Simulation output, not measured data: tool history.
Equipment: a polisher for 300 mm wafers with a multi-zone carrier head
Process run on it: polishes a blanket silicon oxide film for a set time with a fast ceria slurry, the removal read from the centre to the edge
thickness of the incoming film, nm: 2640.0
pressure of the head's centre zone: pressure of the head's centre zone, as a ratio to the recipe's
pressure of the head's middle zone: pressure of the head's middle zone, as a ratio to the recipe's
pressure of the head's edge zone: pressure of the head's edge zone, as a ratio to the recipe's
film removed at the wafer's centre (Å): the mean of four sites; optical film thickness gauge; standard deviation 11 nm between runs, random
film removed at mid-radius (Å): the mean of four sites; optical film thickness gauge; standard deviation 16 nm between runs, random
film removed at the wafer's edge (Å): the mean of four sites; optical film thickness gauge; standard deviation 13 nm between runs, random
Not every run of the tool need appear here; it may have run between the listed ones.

run	day	flow of slurry (ml/min)	pressure of the head's centre zone	pressure of the head's middle zone	pressure of the head's edge zone	polishing time (s)	film removed at the wafer's centre (Å)	film removed at mid-radius (Å)	film removed at the wafer's edge (Å)
1	0.000	135	1.00	1.00	1.00	44	8795.2	8859.4	8638.8
2	0.054	135	1.00	1.00	1.08	44	8741.1	8878.7	8963.1
3	0.400	145	1.01	1.03	1.07	46	9286.4	9667.3	9331.2
4	0.738	150	1.03	1.06	1.07	48	9945.3	10395.0	9622.8
5	0.792	150	1.03	1.06	1.07	54	11366.0	11551.0	10809.0
6	1.104	140	1.03	1.06	1.07	54	11362.0	11565.0	10977.0
7	1.383	140	1.03	1.06	1.07	54	11168.0	11580.0	11037.0

Predict the results of run 8:
8	1.467	145	1.04	1.08	1.07	55	?	?	?

film removed at the wafer's centre (Å): 11488.0
film removed at mid-radius (Å): 11853.0
film removed at the wafer's edge (Å): 11242.0
